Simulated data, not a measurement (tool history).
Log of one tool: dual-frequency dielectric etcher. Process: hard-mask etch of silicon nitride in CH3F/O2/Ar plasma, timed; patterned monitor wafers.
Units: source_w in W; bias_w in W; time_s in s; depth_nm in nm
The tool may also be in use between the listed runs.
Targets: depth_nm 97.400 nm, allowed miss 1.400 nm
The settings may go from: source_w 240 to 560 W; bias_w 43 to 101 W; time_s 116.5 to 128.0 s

Run 1, hour 0.0: source_w 400 W, bias_w 72 W, time_s 128.0 s. Result: depth_nm 84.319 nm.
Run 2, hour 3.7: source_w 400 W, bias_w 62 W, time_s 128.0 s. Result: depth_nm 81.282 nm.
Run 3, hour 7.7: source_w 400 W, bias_w 67 W, time_s 128.0 s. Result: depth_nm 83.338 nm.
Run 4, hour 15.5: source_w 350 W, bias_w 67 W, time_s 128.0 s. Result: depth_nm 77.471 nm.
Run 5, hour 22.9: source_w 400 W, bias_w 68 W, time_s 128.0 s. Result: depth_nm 82.977 nm.
Run 6, hour 26.8: source_w 470 W, bias_w 68 W, time_s 128.0 s. Result: depth_nm 90.084 nm.
Run 7, hour 32.7: source_w 490 W, bias_w 68 W, time_s 128.0 s. Result: depth_nm 91.553 nm.
Run 8, hour 41.3: source_w 490 W, bias_w 68 W, time_s 128.0 s. Result: depth_nm 92.031 nm.
Run 9, hour 45.4: source_w 500 W, bias_w 68 W, time_s 128.0 s. Result: depth_nm 93.600 nm.
Run 10, hour 47.5: source_w 500 W, bias_w 68 W, time_s 128.0 s. Result: depth_nm 93.377 nm.
Run 11, hour 52.1: source_w 510 W, bias_w 68 W, time_s 128.0 s. Result: depth_nm 93.363 nm.

4 next moves are on the table. One of them brings every result within its allowed miss. Which?
Run A, hour 56.7: source_w 520 W, bias_w 67 W, time_s 128.0 s. Result: depth_nm ?.
Run B, hour 56.7: source_w 510 W, bias_w 71 W, time_s 125.0 s. Result: depth_nm ?.
Run C, hour 56.7: source_w 520 W, bias_w 70 W, time_s 125.5 s. Result: depth_nm ?.
Run D, hour 56.7: source_w 560 W, bias_w 76 W, time_s 124.0 s. Result: depth_nm ?.

move  depth_nm
   A    93.387
   B    91.921
   C    92.747
   D    97.215
A: as far off as the last run
B: further off than the last run
C: further off than the last run
D: meets every target
Move D is the one to make.
